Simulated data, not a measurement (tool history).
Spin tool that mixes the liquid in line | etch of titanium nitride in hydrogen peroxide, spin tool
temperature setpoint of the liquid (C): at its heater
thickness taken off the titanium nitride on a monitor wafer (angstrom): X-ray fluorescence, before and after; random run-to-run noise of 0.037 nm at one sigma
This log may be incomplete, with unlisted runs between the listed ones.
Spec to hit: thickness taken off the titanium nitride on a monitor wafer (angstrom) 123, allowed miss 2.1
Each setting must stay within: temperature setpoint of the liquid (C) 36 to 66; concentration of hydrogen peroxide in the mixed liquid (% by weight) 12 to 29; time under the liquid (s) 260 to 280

run,hour,temperature setpoint of the liquid (C),concentration of hydrogen peroxide in the mixed liquid (% by weight),time under the liquid (s),thickness taken off the titanium nitride on a monitor wafer (angstrom)
1,0,52,19.5,260,237.27
2,4.2,49,19.5,260,191.06
3,7.1,49,23,260,197.12
4,8.8,49,23,260,196.55
5,10.6,49,20,260,192.03
6,12.4,47.5,20,260,170.94
7,12.9,46.5,20,260,159.61
8,13.6,45.5,20,260,147.82
9,21.6,42.5,20,260,118.1

Consider the 4 candidate settings below. Which is the only one whose results all fall within their allowed miss of target?
A,29.6,42.5,23.5,260,?
B,29.6,41,21.5,260,?
C,29.6,41.5,17.5,280,?
D,29.6,42.5,15.5,265,?

move,thickness taken off the titanium nitride on a monitor wafer (angstrom)
A,122.27
B,107.02
C,114.6
D,114.07
A: all results in spec
B: further off than the last run
C: further off than the last run
D: further off than the last run
The move that meets every target is A.
